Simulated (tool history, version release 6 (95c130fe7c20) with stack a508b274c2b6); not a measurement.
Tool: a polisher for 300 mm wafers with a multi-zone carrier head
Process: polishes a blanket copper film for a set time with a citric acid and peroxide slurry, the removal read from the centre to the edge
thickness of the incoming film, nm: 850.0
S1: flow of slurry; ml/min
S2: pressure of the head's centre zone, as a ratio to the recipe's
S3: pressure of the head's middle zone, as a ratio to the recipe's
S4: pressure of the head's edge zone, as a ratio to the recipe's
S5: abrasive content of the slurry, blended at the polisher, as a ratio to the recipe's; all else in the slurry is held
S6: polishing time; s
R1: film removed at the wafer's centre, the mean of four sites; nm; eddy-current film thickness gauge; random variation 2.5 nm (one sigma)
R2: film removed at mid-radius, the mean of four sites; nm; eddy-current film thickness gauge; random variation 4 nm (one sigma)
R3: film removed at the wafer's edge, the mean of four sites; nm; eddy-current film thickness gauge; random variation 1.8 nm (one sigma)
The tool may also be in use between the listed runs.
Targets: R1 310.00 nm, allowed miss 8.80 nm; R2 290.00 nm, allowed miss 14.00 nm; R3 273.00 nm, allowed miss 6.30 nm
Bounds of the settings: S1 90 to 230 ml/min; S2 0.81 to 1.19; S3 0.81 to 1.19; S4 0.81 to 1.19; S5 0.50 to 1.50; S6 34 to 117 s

{"run": 1, "day": 0.0, "S1": 150, "S2": 1.0, "S3": 1.0, "S4": 1.0, "S5": 1.0, "S6": 75, "R1": 176.18, "R2": 172.23, "R3": 175.59}
{"run": 2, "day": 0.225, "S1": 150, "S2": 0.96, "S3": 1.0, "S4": 1.0, "S5": 1.0, "S6": 75, "R1": 167.51, "R2": 172.52, "R3": 176.82}
{"run": 3, "day": 0.575, "S1": 150, "S2": 1.0, "S3": 1.0, "S4": 1.0, "S5": 1.0, "S6": 75, "R1": 174.87, "R2": 175.43, "R3": 175.31}
{"run": 4, "day": 0.829, "S1": 150, "S2": 1.0, "S3": 1.0, "S4": 1.0, "S5": 1.0, "S6": 63, "R1": 146.91, "R2": 145.92, "R3": 146.33}
{"run": 5, "day": 0.979, "S1": 170, "S2": 1.0, "S3": 1.0, "S4": 1.0, "S5": 1.0, "S6": 63, "R1": 152.3, "R2": 148.81, "R3": 150.61}
{"run": 6, "day": 1.104, "S1": 185, "S2": 1.0, "S3": 1.0, "S4": 1.0, "S5": 1.0, "S6": 63, "R1": 154.17, "R2": 146.57, "R3": 151.42}
{"run": 7, "day": 1.433, "S1": 185, "S2": 1.05, "S3": 1.05, "S4": 1.04, "S5": 1.15, "S6": 73, "R1": 194.77, "R2": 187.93, "R3": 186.3}
{"run": 8, "day": 1.638, "S1": 195, "S2": 1.09, "S3": 1.09, "S4": 1.08, "S5": 1.25, "S6": 78, "R1": 224.35, "R2": 214.78, "R3": 208.74}
{"run": 9, "day": 1.817, "S1": 200, "S2": 1.12, "S3": 1.11, "S4": 1.11, "S5": 1.35, "S6": 82, "R1": 247.64, "R2": 233.32, "R3": 230.26}
{"run": 10, "day": 2.042, "S1": 210, "S2": 1.14, "S3": 1.13, "S4": 1.12, "S5": 1.4, "S6": 85, "R1": 267.58, "R2": 244.51, "R3": 241.01}
{"run": 11, "day": 2.246, "S1": 210, "S2": 1.14, "S3": 1.15, "S4": 1.12, "S5": 1.45, "S6": 88, "R1": 278.65, "R2": 271.63, "R3": 251.7}

5 next moves are on the table. One of them brings every result within its allowed miss. Which?
{"run": "A", "day": 2.45, "S1": 225, "S2": 1.02, "S3": 1.03, "S4": 1.17, "S5": 1.5, "S6": 87, "R1": "?", "R2": "?", "R3": "?"}
{"run": "B", "day": 2.45, "S1": 200, "S2": 1.1, "S3": 1.15, "S4": 1.19, "S5": 1.5, "S6": 89, "R1": "?", "R2": "?", "R3": "?"}
{"run": "C", "day": 2.45, "S1": 185, "S2": 1.04, "S3": 1.1, "S4": 1.1, "S5": 1.35, "S6": 88, "R1": "?", "R2": "?", "R3": "?"}
{"run": "D", "day": 2.45, "S1": 205, "S2": 1.14, "S3": 1.1, "S4": 1.05, "S5": 1.5, "S6": 97, "R1": "?", "R2": "?", "R3": "?"}
{"run": "E", "day": 2.45, "S1": 215, "S2": 1.16, "S3": 0.94, "S4": 1.19, "S5": 1.4, "S6": 94, "R1": "?", "R2": "?", "R3": "?"}

move=A R1=253.64 R2=251.97 R3=260.06
move=B R1=275.64 R2=278.96 R3=265.08
move=C R1=246.68 R2=254.78 R3=242.26
move=D R1=312.42 R2=293.58 R3=271.86
move=E R1=303.59 R2=245.44 R3=276.97
A: further off than the last run
B: further off than the last run
C: further off than the last run
D: meets every target
E: brings the result that was furthest off to its target, and leaves another outside
Answer: D

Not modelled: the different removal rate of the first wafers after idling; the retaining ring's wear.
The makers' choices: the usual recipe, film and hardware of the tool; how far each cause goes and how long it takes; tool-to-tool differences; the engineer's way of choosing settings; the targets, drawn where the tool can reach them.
